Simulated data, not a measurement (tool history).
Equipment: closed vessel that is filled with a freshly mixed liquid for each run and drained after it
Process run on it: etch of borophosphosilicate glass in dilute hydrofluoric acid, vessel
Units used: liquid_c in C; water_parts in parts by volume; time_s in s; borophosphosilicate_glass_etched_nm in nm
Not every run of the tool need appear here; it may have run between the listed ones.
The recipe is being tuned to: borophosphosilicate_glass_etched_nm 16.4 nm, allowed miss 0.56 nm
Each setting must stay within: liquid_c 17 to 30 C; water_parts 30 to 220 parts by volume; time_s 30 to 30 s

| run | hour | liquid_c | water_parts | time_s | borophosphosilicate_glass_etched_nm |
|---|---|---|---|---|---|
| 1 | 0 | 22 | 125 | 30 | 9.2717 |
| 2 | 5.5 | 22 | 125 | 30 | 9.2756 |
| 3 | 9.8 | 22 | 165 | 30 | 6.8418 |
| 4 | 14 | 18.5 | 165 | 30 | 5.8914 |
| 5 | 21 | 18.5 | 190 | 30 | 5.0208 |
| 6 | 23.5 | 18.5 | 215 | 30 | 4.3229 |
| 7 | 26.2 | 22 | 175 | 30 | 6.4391 |
| 8 | 34.6 | 24.5 | 145 | 30 | 8.7302 |

Next run, 5 choices. One meets every target within its allowed miss, the rest don't. Which?
| A | 43 | 24 | 70 | 30 | ? |
| B | 43 | 26.5 | 90 | 30 | ? |
| C | 43 | 27.5 | 70 | 30 | ? |
| D | 43 | 25.5 | 115 | 30 | ? |
| E | 43 | 30 | 75 | 30 | ? |

| move | borophosphosilicate_glass_etched_nm |
|---|---|
| A | 19.48 |
| B | 16.304 |
| C | 22.402 |
| D | 11.886 |
| E | 22.875 |
A: takes the biggest miss from the last run beyond its target
B: every result lands within tolerance
C: takes the biggest miss from the last run beyond its target
D: nearer the targets than the last run, but a result is still out of spec
E: takes the biggest miss from the last run beyond its target
Correct choice: B, which meets every target
